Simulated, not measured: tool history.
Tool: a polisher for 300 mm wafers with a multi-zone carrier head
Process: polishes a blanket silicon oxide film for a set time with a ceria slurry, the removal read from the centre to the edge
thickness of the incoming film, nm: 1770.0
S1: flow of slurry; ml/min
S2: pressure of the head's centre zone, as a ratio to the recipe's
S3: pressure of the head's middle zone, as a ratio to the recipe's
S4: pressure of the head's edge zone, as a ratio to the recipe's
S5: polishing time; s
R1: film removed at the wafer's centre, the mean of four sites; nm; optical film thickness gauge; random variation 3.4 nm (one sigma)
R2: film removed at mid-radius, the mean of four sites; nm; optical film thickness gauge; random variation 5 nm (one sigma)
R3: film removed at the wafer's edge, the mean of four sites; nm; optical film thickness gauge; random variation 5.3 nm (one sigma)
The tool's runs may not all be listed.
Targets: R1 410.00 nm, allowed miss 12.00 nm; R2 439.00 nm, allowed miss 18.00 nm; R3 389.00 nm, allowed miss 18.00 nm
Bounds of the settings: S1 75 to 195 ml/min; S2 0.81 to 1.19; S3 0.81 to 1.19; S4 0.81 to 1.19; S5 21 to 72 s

| run | day | S1 | S2 | S3 | S4 | S5 | R1 | R2 | R3 |
|---|---|---|---|---|---|---|---|---|---|
| 1 | 0.000 | 125 | 1.00 | 1.00 | 1.00 | 46 | 285.12 | 270.09 | 274.44 |
| 2 | 0.200 | 140 | 1.01 | 1.05 | 1.03 | 50 | 321.30 | 320.87 | 305.80 |
| 3 | 0.342 | 140 | 1.01 | 1.05 | 0.97 | 50 | 318.97 | 318.94 | 298.94 |
| 4 | 0.400 | 130 | 1.01 | 1.05 | 0.97 | 50 | 310.29 | 311.91 | 301.04 |
| 5 | 0.438 | 130 | 1.01 | 1.05 | 0.97 | 61 | 381.10 | 380.56 | 368.61 |
| 6 | 0.492 | 130 | 1.01 | 1.05 | 0.89 | 61 | 384.34 | 378.46 | 348.66 |
| 7 | 0.767 | 140 | 1.00 | 1.07 | 0.92 | 61 | 383.49 | 385.36 | 368.87 |
| 8 | 0.892 | 150 | 1.01 | 1.11 | 0.91 | 61 | 393.38 | 412.77 | 361.25 |
| 9 | 1.104 | 155 | 1.01 | 1.11 | 0.93 | 61 | 406.60 | 416.36 | 360.59 |
| 10 | 1.333 | 140 | 0.96 | 1.11 | 0.98 | 65 | 395.87 | 441.69 | 399.35 |

5 next moves are on the table. One of them brings every result within its allowed miss. Which?
| A | 1.562 | 125 | 0.90 | 1.13 | 0.99 | 69 | ? | ? | ? |
| B | 1.562 | 155 | 1.03 | 1.18 | 1.05 | 62 | ? | ? | ? |
| C | 1.562 | 130 | 0.87 | 1.03 | 0.97 | 71 | ? | ? | ? |
| D | 1.562 | 150 | 0.90 | 1.12 | 1.02 | 66 | ? | ? | ? |
| E | 1.562 | 110 | 0.90 | 1.09 | 0.99 | 70 | ? | ? | ? |

| move | R1 | R2 | R3 |
|---|---|---|---|
| A | 390.29 | 452.09 | 407.88 |
| B | 419.60 | 440.79 | 389.93 |
| C | 393.26 | 436.39 | 418.95 |
| D | 391.10 | 447.31 | 407.60 |
| E | 380.59 | 430.60 | 404.26 |
A: further off than the last run
B: meets every target
C: further off than the last run
D: further off than the last run
E: further off than the last run
The right move is B.
